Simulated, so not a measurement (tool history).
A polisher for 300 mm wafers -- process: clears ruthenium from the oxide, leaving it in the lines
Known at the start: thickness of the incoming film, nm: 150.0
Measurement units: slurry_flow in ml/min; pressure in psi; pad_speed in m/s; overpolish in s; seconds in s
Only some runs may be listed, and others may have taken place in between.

{"run": 1, "day": 0.0, "slurry_flow": 275, "pressure": 2.1, "pad_speed": 1.02, "overpolish": 2, "seconds": 145.37}
{"run": 2, "day": 0.304, "slurry_flow": 275, "pressure": 2.0, "pad_speed": 1.02, "overpolish": 2, "seconds": 148.93}
{"run": 3, "day": 0.458, "slurry_flow": 275, "pressure": 1.9, "pad_speed": 1.02, "overpolish": 2, "seconds": 159.28}
{"run": 4, "day": 0.546, "slurry_flow": 270, "pressure": 1.8, "pad_speed": 1.02, "overpolish": 2, "seconds": 168.67}
{"run": 5, "day": 0.654, "slurry_flow": 270, "pressure": 2.2, "pad_speed": 1.02, "overpolish": 2, "seconds": 136.98}
{"run": 6, "day": 0.788, "slurry_flow": 220, "pressure": 2.2, "pad_speed": 1.02, "overpolish": 2, "seconds": 142.46}
{"run": 7, "day": 0.833, "slurry_flow": 215, "pressure": 2.1, "pad_speed": 1.02, "overpolish": 2, "seconds": 148.76}
{"run": 8, "day": 1.183, "slurry_flow": 215, "pressure": 1.7, "pad_speed": 1.02, "overpolish": 2, "seconds": 182.06}
{"run": 9, "day": 1.483, "slurry_flow": 215, "pressure": 1.7, "pad_speed": 1.02, "overpolish": 2, "seconds": 184.97}

Expected results for the next run?
{"run": 10, "day": 1.533, "slurry_flow": 220, "pressure": 1.7, "pad_speed": 1.02, "overpolish": 2, "seconds": "?"}

{"run 10": {"seconds": 185.54}}
